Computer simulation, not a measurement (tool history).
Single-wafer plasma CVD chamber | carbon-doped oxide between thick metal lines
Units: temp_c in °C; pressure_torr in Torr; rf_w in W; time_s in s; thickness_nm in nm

run  hour  temp_c  pressure_torr  rf_w  time_s  thickness_nm
  1     0     360           5.15   400     198        814.03
  2   2.1     360           5.15   435     198        860.16
  3   4.1     360           5.22   440     198        870.54
  4  10.2     360           5.22   480     198        917.12
     13.3  -- capacitance manometer re-zeroed and calibrated
  5  13.3     360           5.22   480     198        923.83
  6  13.9     360           5.22   445     198        879.49
  7  14.6     360            5.3   450     198        888.19

Run 8 comes next. What will it give?
  8  22.3     360           5.38   450     198             ?

thickness_nm: 889.89 nm
